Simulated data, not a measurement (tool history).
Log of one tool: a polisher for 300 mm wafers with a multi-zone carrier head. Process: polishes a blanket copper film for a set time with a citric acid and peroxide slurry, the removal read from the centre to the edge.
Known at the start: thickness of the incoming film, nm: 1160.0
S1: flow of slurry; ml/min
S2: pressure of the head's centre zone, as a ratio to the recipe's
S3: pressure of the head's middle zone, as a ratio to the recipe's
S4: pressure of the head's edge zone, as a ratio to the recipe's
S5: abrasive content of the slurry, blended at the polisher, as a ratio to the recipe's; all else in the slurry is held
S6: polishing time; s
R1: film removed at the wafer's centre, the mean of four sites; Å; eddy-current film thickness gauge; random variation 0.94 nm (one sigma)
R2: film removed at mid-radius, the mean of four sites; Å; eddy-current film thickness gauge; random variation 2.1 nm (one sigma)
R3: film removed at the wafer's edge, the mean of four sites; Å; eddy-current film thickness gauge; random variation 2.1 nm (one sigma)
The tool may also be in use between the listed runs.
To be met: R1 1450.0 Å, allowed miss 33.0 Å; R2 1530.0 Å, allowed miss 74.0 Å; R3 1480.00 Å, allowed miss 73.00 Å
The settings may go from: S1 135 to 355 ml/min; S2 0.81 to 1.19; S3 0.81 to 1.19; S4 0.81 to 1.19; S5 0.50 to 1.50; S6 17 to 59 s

Run 1, hour 0.0: S1 225 ml/min, S2 1.00, S3 1.00, S4 1.00, S5 1.00, S6 38 s. Result: R1 1125.5 Å, R2 1099.1 Å, R3 1092.70 Å.
Run 2, hour 5.7: S1 230 ml/min, S2 1.01, S3 1.03, S4 1.05, S5 1.15, S6 39 s. Result: R1 1180.1 Å, R2 1145.8 Å, R3 1150.30 Å.
Run 3, hour 8.7: S1 230 ml/min, S2 1.01, S3 1.03, S4 1.05, S5 1.35, S6 39 s. Result: R1 1228.8 Å, R2 1204.1 Å, R3 1209.90 Å.
Run 4, hour 15.1: S1 235 ml/min, S2 1.01, S3 1.05, S4 1.07, S5 1.40, S6 41 s. Result: R1 1284.9 Å, R2 1285.4 Å, R3 1256.00 Å.
Run 5, hour 20.8: S1 285 ml/min, S2 1.01, S3 1.05, S4 1.07, S5 1.40, S6 41 s. Result: R1 1309.2 Å, R2 1309.7 Å, R3 1319.40 Å.
Run 6, hour 22.2: S1 285 ml/min, S2 1.01, S3 1.05, S4 1.07, S5 1.40, S6 32 s. Result: R1 1035.5 Å, R2 1034.0 Å, R3 987.33 Å.
Run 7, hour 30.0: S1 270 ml/min, S2 1.05, S3 1.15, S4 1.15, S5 1.50, S6 42 s. Result: R1 1395.6 Å, R2 1425.0 Å, R3 1323.90 Å.
Run 8, hour 36.8: S1 275 ml/min, S2 1.04, S3 1.15, S4 1.16, S5 1.50, S6 43 s. Result: R1 1411.8 Å, R2 1514.8 Å, R3 1378.30 Å.

Which of these 5 next moves meets every target?
Run A, hour 43.6: S1 275 ml/min, S2 0.89, S3 1.06, S4 1.19, S5 1.50, S6 45 s. Result: R1 ?, R2 ?, R3 ?.
Run B, hour 43.6: S1 290 ml/min, S2 0.99, S3 1.12, S4 1.15, S5 1.50, S6 45 s. Result: R1 ?, R2 ?, R3 ?.
Run C, hour 43.6: S1 300 ml/min, S2 0.93, S3 1.15, S4 1.19, S5 1.50, S6 45 s. Result: R1 ?, R2 ?, R3 ?.
Run D, hour 43.6: S1 265 ml/min, S2 1.11, S3 1.19, S4 1.13, S5 1.50, S6 41 s. Result: R1 ?, R2 ?, R3 ?.
Run E, hour 43.6: S1 280 ml/min, S2 0.92, S3 1.09, S4 1.19, S5 1.45, S6 46 s. Result: R1 ?, R2 ?, R3 ?.

move      R1      R2       R3
   A  1308.0  1409.5  1484.00
   B  1433.4  1484.6  1472.80
   C  1368.2  1523.9  1491.70
   D  1420.5  1411.7  1324.40
   E  1368.7  1470.4  1510.60
A: brings the result that was furthest off to its target, and leaves another outside
B: meets every target
C: brings the result that was furthest off to its target, and leaves another outside
D: further off than the last run
E: brings the result that was furthest off to its target, and leaves another outside
The right move is B.
